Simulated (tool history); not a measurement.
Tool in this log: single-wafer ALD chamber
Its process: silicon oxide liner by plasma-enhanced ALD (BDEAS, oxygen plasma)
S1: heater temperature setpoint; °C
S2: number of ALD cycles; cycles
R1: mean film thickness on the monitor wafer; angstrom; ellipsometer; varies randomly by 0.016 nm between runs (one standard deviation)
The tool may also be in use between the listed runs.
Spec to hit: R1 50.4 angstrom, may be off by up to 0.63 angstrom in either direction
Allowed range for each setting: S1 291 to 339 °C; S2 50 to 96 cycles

| run | hour | S1 | S2 | R1 |
|---|---|---|---|---|
| 1 | 0 | 315 | 73 | 63.28 |
| 2 | 7.5 | 316 | 70 | 60.555 |
| 3 | 14.4 | 316 | 80 | 68.885 |
| 4 | 16.2 | 316 | 73 | 63.003 |
| 5 | 24.1 | 318 | 70 | 60.236 |
| 6 | 31.9 | 308 | 70 | 61.785 |
| 7 | 36.8 | 311 | 68 | 59.405 |
| 8 | 37.7 | 313 | 66 | 57.379 |
| 9 | 40.4 | 316 | 65 | 56.076 |
| 10 | 42.3 | 319 | 64 | 54.999 |
| 11 | 48 | 321 | 63 | 54.31 |
| 12 | 49.8 | 322 | 57 | 49.08 |
| 13 | 55.7 | 321 | 57 | 48.944 |
| 14 | 64.8 | 320 | 57 | 49.031 |
| 15 | 72.6 | 319 | 57 | 49.499 |

Which single option among these 5 for the next run brings every result within its allowed miss of target? Just one does.
| A | 80.4 | 322 | 59 | ? |
| B | 80.4 | 308 | 55 | ? |
| C | 80.4 | 310 | 59 | ? |
| D | 80.4 | 320 | 56 | ? |
| E | 80.4 | 321 | 61 | ? |

| move | R1 |
|---|---|
| A | 50.378 |
| B | 48.045 |
| C | 51.373 |
| D | 47.974 |
| E | 52.171 |
A: all results land within tolerance of their targets
B: lands further from the targets than the last run did
C: the result that was furthest off in the last run now lies on the other side of its target
D: lands further from the targets than the last run did
E: the result that was furthest off in the last run now lies on the other side of its target
Go with A: it meets all targets.

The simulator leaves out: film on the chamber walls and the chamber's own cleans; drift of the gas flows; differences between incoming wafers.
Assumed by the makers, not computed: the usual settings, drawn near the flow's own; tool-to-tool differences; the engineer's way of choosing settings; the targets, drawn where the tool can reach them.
